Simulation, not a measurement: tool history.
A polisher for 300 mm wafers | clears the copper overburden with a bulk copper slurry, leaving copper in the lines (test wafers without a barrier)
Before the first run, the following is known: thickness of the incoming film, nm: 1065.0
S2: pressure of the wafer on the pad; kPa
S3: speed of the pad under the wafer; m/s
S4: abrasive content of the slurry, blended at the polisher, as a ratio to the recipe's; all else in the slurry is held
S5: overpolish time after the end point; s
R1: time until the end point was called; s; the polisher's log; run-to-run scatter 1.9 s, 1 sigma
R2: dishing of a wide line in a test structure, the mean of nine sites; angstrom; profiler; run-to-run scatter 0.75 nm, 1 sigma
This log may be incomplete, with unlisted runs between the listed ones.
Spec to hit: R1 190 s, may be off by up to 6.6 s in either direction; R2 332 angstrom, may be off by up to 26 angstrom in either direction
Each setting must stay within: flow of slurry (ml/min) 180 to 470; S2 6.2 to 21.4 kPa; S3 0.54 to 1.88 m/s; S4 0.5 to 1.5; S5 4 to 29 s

{"run": 1, "hour": 0.0, "flow of slurry (ml/min)": 300, "S2": 13.8, "S3": 1.2, "S4": 1, "S5": 15, "R1": 115.13, "R2": 574.05}
{"run": 2, "hour": 5.6, "flow of slurry (ml/min)": 300, "S2": 13.8, "S3": 1.2, "S4": 1, "S5": 18, "R1": 114.8, "R2": 640.73}
{"run": 3, "hour": 13.6, "flow of slurry (ml/min)": 300, "S2": 11.7, "S3": 1.2, "S4": 1, "S5": 15, "R1": 133.21, "R2": 533.32}
{"run": 4, "hour": 15.1, "flow of slurry (ml/min)": 300, "S2": 10.3, "S3": 1.2, "S4": 1, "S5": 13, "R1": 147.16, "R2": 436.09}
{"run": 5, "hour": 24.1, "flow of slurry (ml/min)": 300, "S2": 10.3, "S3": 1.2, "S4": 1.15, "S5": 13, "R1": 141.59, "R2": 450.3}
{"run": 6, "hour": 29.6, "flow of slurry (ml/min)": 300, "S2": 10.3, "S3": 1.2, "S4": 1.15, "S5": 10, "R1": 142.44, "R2": 381}
{"run": 7, "hour": 34.1, "flow of slurry (ml/min)": 300, "S2": 9, "S3": 1.2, "S4": 1.15, "S5": 10, "R1": 164.29, "R2": 355.31}
{"run": 8, "hour": 38.6, "flow of slurry (ml/min)": 300, "S2": 8.3, "S3": 1.2, "S4": 1.15, "S5": 10, "R1": 175.02, "R2": 334.98}

Below are 4 possible settings for the next run. Only one of them brings all results inside the allowed miss of their targets. Which is it?
{"run": "A", "hour": 43.1, "flow of slurry (ml/min)": 290, "S2": 9, "S3": 0.96, "S4": 0.95, "S5": 16, "R1": "?", "R2": "?"}
{"run": "B", "hour": 43.1, "flow of slurry (ml/min)": 225, "S2": 7.6, "S3": 1.04, "S4": 1.4, "S5": 12, "R1": "?", "R2": "?"}
{"run": "C", "hour": 43.1, "flow of slurry (ml/min)": 345, "S2": 7.6, "S3": 1.34, "S4": 1.1, "S5": 10, "R1": "?", "R2": "?"}
{"run": "D", "hour": 43.1, "flow of slurry (ml/min)": 375, "S2": 8.3, "S3": 1.08, "S4": 1, "S5": 11, "R1": "?", "R2": "?"}

move=A R1=205.37 R2=403.99
move=B R1=205.96 R2=327.91
move=C R1=163.88 R2=338.19
move=D R1=190.2 R2=329.66
A: takes the biggest miss from the last run beyond its target
B: takes the biggest miss from the last run beyond its target
C: misses by more than the last run did
D: meets every target
The move that meets every target is D.
